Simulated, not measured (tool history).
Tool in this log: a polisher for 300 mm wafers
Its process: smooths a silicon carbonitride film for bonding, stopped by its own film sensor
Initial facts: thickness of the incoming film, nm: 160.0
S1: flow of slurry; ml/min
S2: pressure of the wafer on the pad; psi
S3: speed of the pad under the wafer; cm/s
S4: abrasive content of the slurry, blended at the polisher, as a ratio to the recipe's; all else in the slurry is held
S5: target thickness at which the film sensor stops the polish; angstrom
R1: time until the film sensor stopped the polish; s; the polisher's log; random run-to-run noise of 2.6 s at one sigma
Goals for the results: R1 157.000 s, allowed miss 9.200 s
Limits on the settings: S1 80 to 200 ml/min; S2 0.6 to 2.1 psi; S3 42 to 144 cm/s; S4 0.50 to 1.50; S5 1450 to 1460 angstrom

run 1 hour=0.0 | S1=130 S2=1.3 S3=92 S4=1.00 S5=1450 | R1=89.120
run 2 hour=4.2 | S1=115 S2=1.3 S3=92 S4=1.00 S5=1450 | R1=96.559
run 3 hour=9.7 | S1=110 S2=1.2 S3=92 S4=1.00 S5=1450 | R1=104.600
run 4 hour=14.3 | S1=135 S2=1.2 S3=92 S4=1.00 S5=1450 | R1=100.500
run 5 hour=17.6 | S1=160 S2=1.2 S3=92 S4=1.00 S5=1450 | R1=97.366
run 6 hour=26.7 | S1=160 S2=1.1 S3=92 S4=1.00 S5=1450 | R1=102.350
run 7 hour=27.8 | S1=160 S2=1.0 S3=90 S4=1.00 S5=1450 | R1=114.570
run 8 hour=29.8 | S1=160 S2=0.9 S3=90 S4=1.00 S5=1450 | R1=125.970
run 9 hour=36.3 | S1=160 S2=0.8 S3=90 S4=1.00 S5=1450 | R1=138.550

Exactly one of the 4 candidate moves below puts every result within its allowed miss. Which one?
run A hour=42.8 | S1=180 S2=0.7 S3=92 S4=1.05 S5=1460 | R1=?
run B hour=42.8 | S1=150 S2=0.6 S3=82 S4=1.30 S5=1460 | R1=?
run C hour=42.8 | S1=160 S2=0.7 S3=96 S4=1.05 S5=1460 | R1=?
run D hour=42.8 | S1=150 S2=0.6 S3=92 S4=1.05 S5=1450 | R1=?

move=A R1=137.380
move=B R1=159.350
move=C R1=136.060
move=D R1=173.300
A: the biggest miss grows against the last run
B: each result inside its tolerance
C: the biggest miss grows against the last run
D: takes the biggest miss from the last run beyond its target
B is the move that brings every result within its allowed miss.
